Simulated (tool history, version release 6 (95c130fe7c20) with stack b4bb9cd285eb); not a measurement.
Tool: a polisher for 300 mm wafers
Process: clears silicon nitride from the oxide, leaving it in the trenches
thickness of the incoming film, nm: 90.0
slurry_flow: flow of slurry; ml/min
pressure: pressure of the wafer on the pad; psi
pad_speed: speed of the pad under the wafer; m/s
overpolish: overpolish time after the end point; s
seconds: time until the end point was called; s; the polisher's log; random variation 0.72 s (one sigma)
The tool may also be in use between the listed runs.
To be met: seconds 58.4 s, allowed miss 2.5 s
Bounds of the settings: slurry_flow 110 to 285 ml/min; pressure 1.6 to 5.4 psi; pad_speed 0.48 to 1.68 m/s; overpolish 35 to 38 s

| run | hour | slurry_flow | pressure | pad_speed | overpolish | seconds |
|---|---|---|---|---|---|---|
| 1 | 0 | 180 | 3.5 | 1.08 | 35 | 85.529 |
| 2 | 8.4 | 180 | 2.8 | 1.08 | 35 | 105.95 |
| 3 | 10.5 | 180 | 2.8 | 1.22 | 35 | 94.121 |
| 4 | 19.5 | 180 | 3.3 | 1.24 | 35 | 78.496 |
| 5 | 24.5 | 180 | 3.6 | 1.24 | 35 | 72.958 |
| 6 | 27.4 | 180 | 3.8 | 1.24 | 35 | 69.397 |
| 7 | 34.9 | 180 | 4 | 1.24 | 35 | 67.231 |
| 8 | 39.2 | 180 | 4.2 | 1.24 | 35 | 62.863 |
| 9 | 42.7 | 180 | 4.3 | 1.24 | 35 | 61.245 |

5 next moves are on the table. One of them brings every result within its allowed miss. Which?
| A | 46.2 | 215 | 4.6 | 1.18 | 38 | ? |
| B | 46.2 | 185 | 4.2 | 1.16 | 35 | ? |
| C | 46.2 | 145 | 4.4 | 1.18 | 38 | ? |
| D | 46.2 | 190 | 4.2 | 1.14 | 38 | ? |
| E | 46.2 | 190 | 4.3 | 1.16 | 35 | ? |

| move | seconds |
|---|---|
| A | 57.926 |
| B | 65.769 |
| C | 64.583 |
| D | 66.617 |
| E | 64.014 |
A: meets every target
B: further off than the last run
C: further off than the last run
D: further off than the last run
E: further off than the last run
The right move is A.
